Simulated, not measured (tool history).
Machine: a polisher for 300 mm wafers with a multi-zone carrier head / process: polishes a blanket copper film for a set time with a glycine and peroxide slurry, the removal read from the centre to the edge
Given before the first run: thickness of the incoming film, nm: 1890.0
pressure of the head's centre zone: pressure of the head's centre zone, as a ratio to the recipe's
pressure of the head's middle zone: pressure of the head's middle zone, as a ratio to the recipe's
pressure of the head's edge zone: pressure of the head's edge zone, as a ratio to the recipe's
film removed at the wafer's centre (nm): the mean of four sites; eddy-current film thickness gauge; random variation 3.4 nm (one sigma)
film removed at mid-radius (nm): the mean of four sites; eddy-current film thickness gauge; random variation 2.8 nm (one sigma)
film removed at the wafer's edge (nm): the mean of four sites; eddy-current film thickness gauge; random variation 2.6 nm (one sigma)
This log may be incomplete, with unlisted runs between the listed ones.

run,hour,flow of slurry (ml/min),pressure of the head's centre zone,pressure of the head's middle zone,pressure of the head's edge zone,polishing time (s),film removed at the wafer's centre (nm),film removed at mid-radius (nm),film removed at the wafer's edge (nm)
1,0,260,1,1,1,74,345.81,319.63,320.35
2,8.2,260,1.04,1,1,74,372.23,318.39,324.44
3,14.6,255,1,0.96,0.99,72,345.14,306.5,310.22
4,15.7,250,0.97,0.93,1.02,69,322.74,282.88,300.24
5,17,215,0.97,0.93,1.02,69,311.42,269.31,299.65
6,20.3,205,0.95,0.93,1.01,68,303.58,268.17,289.57

What does the tool deliver on the next run?
7,20.8,195,0.92,0.93,1.02,68,?,?,?

Run 7 gave film removed at the wafer's centre (nm) 289.96, film removed at mid-radius (nm) 268.41, film removed at the wafer's edge (nm) 287.74.
